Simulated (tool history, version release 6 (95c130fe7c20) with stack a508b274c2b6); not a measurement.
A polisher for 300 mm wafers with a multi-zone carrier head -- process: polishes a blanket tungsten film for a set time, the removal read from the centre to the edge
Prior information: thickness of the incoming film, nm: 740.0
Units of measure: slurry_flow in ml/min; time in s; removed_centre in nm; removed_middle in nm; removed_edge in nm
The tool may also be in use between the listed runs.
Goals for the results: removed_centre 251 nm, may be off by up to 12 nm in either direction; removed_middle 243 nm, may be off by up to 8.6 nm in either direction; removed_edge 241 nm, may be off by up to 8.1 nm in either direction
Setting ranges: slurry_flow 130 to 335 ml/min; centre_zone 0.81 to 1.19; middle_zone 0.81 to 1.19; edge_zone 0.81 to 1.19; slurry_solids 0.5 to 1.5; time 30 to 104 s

Run 1, hour 0: slurry_flow 215 ml/min, centre_zone 1, middle_zone 1, edge_zone 1, slurry_solids 1, time 67 s. Result: removed_centre 286.28 nm, removed_middle 276.38 nm, removed_edge 274 nm.
Run 2, hour 1.6: slurry_flow 215 ml/min, centre_zone 1, middle_zone 1, edge_zone 1.06, slurry_solids 1, time 67 s. Result: removed_centre 277.49 nm, removed_middle 278.18 nm, removed_edge 283.92 nm.
Run 3, hour 6.9: slurry_flow 180 ml/min, centre_zone 1, middle_zone 1, edge_zone 1.06, slurry_solids 1, time 67 s. Result: removed_centre 275.13 nm, removed_middle 272.96 nm, removed_edge 274.82 nm.
Run 4, hour 13.7: slurry_flow 180 ml/min, centre_zone 1, middle_zone 1, edge_zone 1.06, slurry_solids 0.8, time 67 s. Result: removed_centre 265.7 nm, removed_middle 263.28 nm, removed_edge 270.43 nm.
Run 5, hour 17.3: slurry_flow 180 ml/min, centre_zone 1, middle_zone 0.96, edge_zone 1.06, slurry_solids 0.8, time 67 s. Result: removed_centre 265.84 nm, removed_middle 257.99 nm, removed_edge 267.55 nm.
Run 6, hour 18.4: slurry_flow 175 ml/min, centre_zone 1, middle_zone 0.96, edge_zone 1.05, slurry_solids 0.8, time 67 s. Result: removed_centre 269.4 nm, removed_middle 253.06 nm, removed_edge 267.36 nm.
Run 7, hour 24.6: slurry_flow 175 ml/min, centre_zone 1, middle_zone 0.97, edge_zone 1.04, slurry_solids 0.8, time 67 s. Result: removed_centre 265.14 nm, removed_middle 252.12 nm, removed_edge 267.41 nm.
Run 8, hour 27: slurry_flow 175 ml/min, centre_zone 1, middle_zone 0.98, edge_zone 1.03, slurry_solids 0.8, time 67 s. Result: removed_centre 258.95 nm, removed_middle 251.15 nm, removed_edge 272.62 nm.
Run 9, hour 28.2: slurry_flow 180 ml/min, centre_zone 1, middle_zone 0.98, edge_zone 1.04, slurry_solids 0.8, time 66 s. Result: removed_centre 258.03 nm, removed_middle 255.81 nm, removed_edge 266 nm.

5 next moves are on the table. One of them brings every result within its allowed miss. Which?
Run A, hour 29.4: slurry_flow 230 ml/min, centre_zone 1.04, middle_zone 1.19, edge_zone 1.04, slurry_solids 0.95, time 58 s. Result: removed_centre ?, removed_middle ?, removed_edge ?.
Run B, hour 29.4: slurry_flow 200 ml/min, centre_zone 1.02, middle_zone 1.03, edge_zone 1.03, slurry_solids 0.9, time 59 s. Result: removed_centre ?, removed_middle ?, removed_edge ?.
Run C, hour 29.4: slurry_flow 130 ml/min, centre_zone 0.81, middle_zone 0.91, edge_zone 1.02, slurry_solids 0.5, time 82 s. Result: removed_centre ?, removed_middle ?, removed_edge ?.
Run D, hour 29.4: slurry_flow 130 ml/min, centre_zone 0.82, middle_zone 0.81, edge_zone 1.07, slurry_solids 0.5, time 85 s. Result: removed_centre ?, removed_middle ?, removed_edge ?.
Run E, hour 29.4: slurry_flow 130 ml/min, centre_zone 0.87, middle_zone 0.83, edge_zone 1.04, slurry_solids 0.75, time 81 s. Result: removed_centre ?, removed_middle ?, removed_edge ?.

move  removed_centre  removed_middle  removed_edge
   A          251.05          275.93        246.45
   B           242.6          244.39        244.27
   C          224.67          264.24        295.52
   D          235.65          252.01        314.02
   E          249.47           255.6        308.68
A: meets the target for the result that was furthest off, but another lies outside its allowed miss
B: every result within its allowed miss
C: lands further from the targets than the last run did
D: lands further from the targets than the last run did
E: lands further from the targets than the last run did
B is the move that brings every result within its allowed miss.

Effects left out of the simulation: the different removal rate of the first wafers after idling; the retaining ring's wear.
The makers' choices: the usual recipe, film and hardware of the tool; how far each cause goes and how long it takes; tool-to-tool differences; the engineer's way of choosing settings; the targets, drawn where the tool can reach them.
